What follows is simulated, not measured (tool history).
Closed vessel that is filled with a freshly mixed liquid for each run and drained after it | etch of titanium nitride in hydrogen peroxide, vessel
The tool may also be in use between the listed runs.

run,hour,temperature setpoint of the liquid (K),concentration of hydrogen peroxide in the mixed liquid (% by weight),time in the liquid (s),thickness taken off the titanium nitride on a monitor wafer (angstrom)
1,0.0,321.15,16,1105,700.46
2,7.6,320.15,16,1105,642.06
3,12.0,320.15,16,1105,638.75
4,20.8,320.15,16,1105,646.43
5,25.5,319.65,16,1105,627.92
6,33.8,319.15,16,1105,609.31
7,39.1,318.65,16,1105,570.56
8,43.2,318.15,16,1105,556.75

The next listed run, before its measurement:
9,49.4,317.65,16,1105,?

thickness taken off the titanium nitride on a monitor wafer (angstrom): 541.23
